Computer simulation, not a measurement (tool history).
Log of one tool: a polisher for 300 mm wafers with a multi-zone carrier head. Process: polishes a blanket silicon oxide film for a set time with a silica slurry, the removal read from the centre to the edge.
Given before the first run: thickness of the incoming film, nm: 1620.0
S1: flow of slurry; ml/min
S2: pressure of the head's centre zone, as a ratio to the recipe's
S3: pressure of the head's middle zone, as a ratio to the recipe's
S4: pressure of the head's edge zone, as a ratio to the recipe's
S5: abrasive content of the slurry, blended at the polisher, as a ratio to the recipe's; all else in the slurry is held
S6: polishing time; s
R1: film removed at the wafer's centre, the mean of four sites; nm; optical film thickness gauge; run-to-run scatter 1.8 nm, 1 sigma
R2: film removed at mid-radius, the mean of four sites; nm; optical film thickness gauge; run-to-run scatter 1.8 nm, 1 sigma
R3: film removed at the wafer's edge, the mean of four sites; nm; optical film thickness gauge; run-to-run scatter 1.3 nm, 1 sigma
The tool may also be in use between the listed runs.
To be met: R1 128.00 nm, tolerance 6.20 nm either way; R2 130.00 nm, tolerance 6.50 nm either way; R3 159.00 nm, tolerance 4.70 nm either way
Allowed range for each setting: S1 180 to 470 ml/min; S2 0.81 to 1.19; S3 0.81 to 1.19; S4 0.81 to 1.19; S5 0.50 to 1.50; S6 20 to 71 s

| run | hour | S1 | S2 | S3 | S4 | S5 | S6 | R1 | R2 | R3 |
|---|---|---|---|---|---|---|---|---|---|---|
| 1 | 0.0 | 300 | 1.00 | 1.00 | 1.00 | 1.00 | 45 | 190.15 | 187.43 | 192.27 |
| 2 | 0.9 | 290 | 0.95 | 0.95 | 1.01 | 0.90 | 45 | 169.50 | 165.48 | 182.60 |
| 3 | 9.8 | 290 | 0.95 | 0.95 | 1.05 | 0.90 | 45 | 170.17 | 168.72 | 186.64 |
| 4 | 13.6 | 290 | 1.04 | 0.95 | 1.05 | 0.90 | 45 | 186.42 | 171.82 | 189.19 |
| 5 | 18.4 | 290 | 1.04 | 0.95 | 1.05 | 1.10 | 45 | 209.48 | 187.71 | 207.41 |
| 6 | 26.6 | 290 | 1.04 | 0.95 | 1.00 | 1.10 | 45 | 208.20 | 183.21 | 201.69 |
| 7 | 28.6 | 280 | 0.97 | 0.92 | 1.00 | 0.95 | 45 | 176.64 | 165.84 | 188.89 |
| 8 | 31.5 | 275 | 0.93 | 0.90 | 0.98 | 0.85 | 45 | 160.41 | 155.72 | 176.17 |
| 9 | 33.9 | 270 | 0.90 | 0.87 | 0.98 | 0.80 | 45 | 149.21 | 150.82 | 169.06 |
| 10 | 42.6 | 250 | 0.88 | 0.81 | 1.08 | 0.60 | 43 | 120.52 | 109.76 | 143.45 |
| 11 | 43.6 | 265 | 0.87 | 0.84 | 1.09 | 0.65 | 43 | 121.67 | 120.07 | 152.96 |
| 12 | 52.5 | 280 | 0.88 | 0.85 | 1.09 | 0.65 | 43 | 124.84 | 120.97 | 154.16 |
| 13 | 61.2 | 290 | 0.88 | 0.86 | 1.09 | 0.65 | 43 | 124.95 | 124.14 | 152.54 |
| 14 | 64.8 | 290 | 0.88 | 0.87 | 1.10 | 0.65 | 43 | 123.02 | 126.03 | 154.53 |
| 15 | 69.3 | 305 | 0.91 | 0.89 | 1.12 | 0.70 | 43 | 134.16 | 133.83 | 163.08 |
| 16 | 72.7 | 300 | 0.90 | 0.89 | 1.12 | 0.70 | 43 | 134.43 | 131.91 | 163.22 |
| 17 | 76.1 | 295 | 0.86 | 0.90 | 1.09 | 0.65 | 43 | 121.26 | 129.29 | 155.15 |

Next run, 4 choices. One meets every target within its allowed miss, the rest don't. Which?
| A | 79.5 | 335 | 0.86 | 0.92 | 1.10 | 0.55 | 46 | ? | ? | ? |
| B | 79.5 | 185 | 0.82 | 0.86 | 1.19 | 0.60 | 47 | ? | ? | ? |
| C | 79.5 | 315 | 0.84 | 0.84 | 1.04 | 0.60 | 48 | ? | ? | ? |
| D | 79.5 | 330 | 0.81 | 0.83 | 1.18 | 0.60 | 45 | ? | ? | ? |

| move | R1 | R2 | R3 |
|---|---|---|---|
| A | 119.33 | 129.89 | 148.94 |
| B | 118.05 | 128.03 | 163.17 |
| C | 127.95 | 132.44 | 159.47 |
| D | 115.97 | 123.28 | 159.75 |
A: lands further from the targets than the last run did
B: lands further from the targets than the last run did
C: in spec on every target
D: lands further from the targets than the last run did
The right move is C.

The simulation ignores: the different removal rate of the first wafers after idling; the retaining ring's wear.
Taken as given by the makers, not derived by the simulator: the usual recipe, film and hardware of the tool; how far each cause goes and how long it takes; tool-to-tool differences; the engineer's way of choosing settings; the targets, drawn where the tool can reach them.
